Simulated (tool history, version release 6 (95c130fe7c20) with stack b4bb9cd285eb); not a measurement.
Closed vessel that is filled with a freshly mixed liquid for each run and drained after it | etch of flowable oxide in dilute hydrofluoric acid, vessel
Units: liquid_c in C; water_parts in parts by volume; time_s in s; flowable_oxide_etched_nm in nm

run  hour  liquid_c  water_parts  time_s  flowable_oxide_etched_nm
  1   0.0      23.0          155      30                    5.6195
  2   4.9      26.0          155      30                    6.4557
  3   5.7      24.0          170      30                    5.3107
  4   7.7      27.0          170      30                    6.0115
  5  13.1      27.0          140      30                    7.6197
  6  20.7      25.0          160      30                    5.9811
  7  23.8      23.5          175      30                    5.0761

Run 8 comes next. What will it give?
  8  29.8      22.0          190      30                         ?

Run 8 gave flowable_oxide_etched_nm 4.3276 nm.
